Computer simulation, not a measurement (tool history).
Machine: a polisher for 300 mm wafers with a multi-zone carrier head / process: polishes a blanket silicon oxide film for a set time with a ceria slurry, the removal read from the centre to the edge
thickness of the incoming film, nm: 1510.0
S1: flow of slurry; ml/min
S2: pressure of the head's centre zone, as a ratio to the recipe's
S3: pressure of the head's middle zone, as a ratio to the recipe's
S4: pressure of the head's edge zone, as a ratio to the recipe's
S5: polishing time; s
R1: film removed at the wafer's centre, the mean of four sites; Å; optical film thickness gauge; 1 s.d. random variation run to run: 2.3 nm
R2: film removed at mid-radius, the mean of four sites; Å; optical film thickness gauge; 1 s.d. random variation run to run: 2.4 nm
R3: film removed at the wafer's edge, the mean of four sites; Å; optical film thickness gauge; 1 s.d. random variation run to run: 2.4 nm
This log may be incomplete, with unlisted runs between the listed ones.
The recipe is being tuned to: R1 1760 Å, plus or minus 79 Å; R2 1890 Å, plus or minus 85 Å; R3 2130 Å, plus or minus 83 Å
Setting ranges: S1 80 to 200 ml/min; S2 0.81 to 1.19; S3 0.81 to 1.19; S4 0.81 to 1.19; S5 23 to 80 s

run	day	S1	S2	S3	S4	S5	R1	R2	R3
1	0	130	1	1	1	51	2639.6	2716.9	2748.7
2	0.354	130	1	0.97	1	51	2717.2	2591.8	2684.7
3	0.467	120	0.97	0.96	1.01	49	2469.6	2440.5	2619.8
4	0.742	115	0.95	0.95	1	47	2344.2	2256.6	2438.4
5	0.983	115	0.89	0.95	1	47	2199.2	2288.8	2419.8
6	1.354	115	0.89	0.95	1	56	2717.3	2675.7	2873.9
7	1.658	110	0.88	0.95	1.01	53	2442.6	2549	2762.2
8	2.008	105	0.87	0.94	1.01	51	2250.3	2402.4	2629.2
9	2.375	100	0.86	0.93	1	49	2117.2	2214.9	2524
10	2.65	90	0.82	0.95	0.92	41	1687.4	1835.2	1929.2
11	2.954	90	0.82	0.94	0.94	41	1722.1	1793.7	1976.2
12	3.054	90	0.82	0.94	0.95	41	1662.6	1804.4	1958.3
13	3.129	95	0.82	0.94	0.96	41	1699	1883.1	2017.3
14	3.262	95	0.82	0.93	0.97	41	1710.7	1822.3	2053.6

Next run, 4 choices. One meets every target within its allowed miss, the rest don't. Which?
A	3.396	95	0.81	0.91	1	42	?	?	?
B	3.396	85	0.88	0.99	0.92	40	?	?	?
C	3.396	85	0.82	0.89	0.97	41	?	?	?
D	3.396	85	0.81	0.97	1.09	40	?	?	?

move	R1	R2	R3
A	1721.3	1883	2092.5
B	1647.8	1832.7	1869
C	1613.3	1734.4	1961.8
D	1562.6	1804.5	2014.1
A: in spec on every target
B: moves away from the targets compared with the last run
C: moves away from the targets compared with the last run
D: moves away from the targets compared with the last run
Go with A: it meets all targets.

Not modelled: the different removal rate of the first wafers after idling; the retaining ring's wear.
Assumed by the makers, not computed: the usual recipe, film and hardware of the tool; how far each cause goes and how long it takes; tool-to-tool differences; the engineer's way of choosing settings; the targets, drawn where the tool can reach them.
